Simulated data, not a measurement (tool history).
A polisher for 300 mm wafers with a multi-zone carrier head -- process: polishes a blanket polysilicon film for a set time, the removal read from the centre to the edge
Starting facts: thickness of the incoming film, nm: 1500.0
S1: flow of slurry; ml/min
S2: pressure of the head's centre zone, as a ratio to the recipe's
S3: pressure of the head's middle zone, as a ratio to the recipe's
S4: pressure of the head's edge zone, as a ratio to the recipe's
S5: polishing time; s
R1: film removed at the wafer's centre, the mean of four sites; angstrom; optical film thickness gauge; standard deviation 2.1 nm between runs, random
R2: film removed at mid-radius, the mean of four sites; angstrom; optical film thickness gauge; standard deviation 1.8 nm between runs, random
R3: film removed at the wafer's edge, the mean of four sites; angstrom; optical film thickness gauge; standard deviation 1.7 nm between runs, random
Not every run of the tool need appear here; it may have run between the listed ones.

run,hour,S1,S2,S3,S4,S5,R1,R2,R3
1,0,180,1,1,1,39,2153.3,2216.6,2175.2
2,1.8,180,1,0.99,0.98,37,2045,2028.2,2049.4
3,3.1,180,1.05,0.99,0.98,37,2209.9,2028.9,2058.1
4,8.6,160,1.05,0.99,0.98,37,2128,2019.1,2022.6
5,14.8,190,1.05,0.99,0.98,37,2163.6,2088.7,2125.2
6,21.5,190,0.97,0.99,0.98,37,1969.3,2061.8,2073.9
7,28.9,180,0.97,0.99,0.96,36,1931.6,2035,2019.2
8,31.2,175,0.98,0.99,0.95,35,1866.8,1945,1925.4
9,33.4,170,0.99,0.99,0.94,34,1872.9,1846.4,1833.2

The next listed run, before its measurement:
10,37.6,165,0.98,0.99,0.93,34,?,?,?

Run 10 came out at R1 1793.9 angstrom, R2 1847.5 angstrom, R3 1847 angstrom.
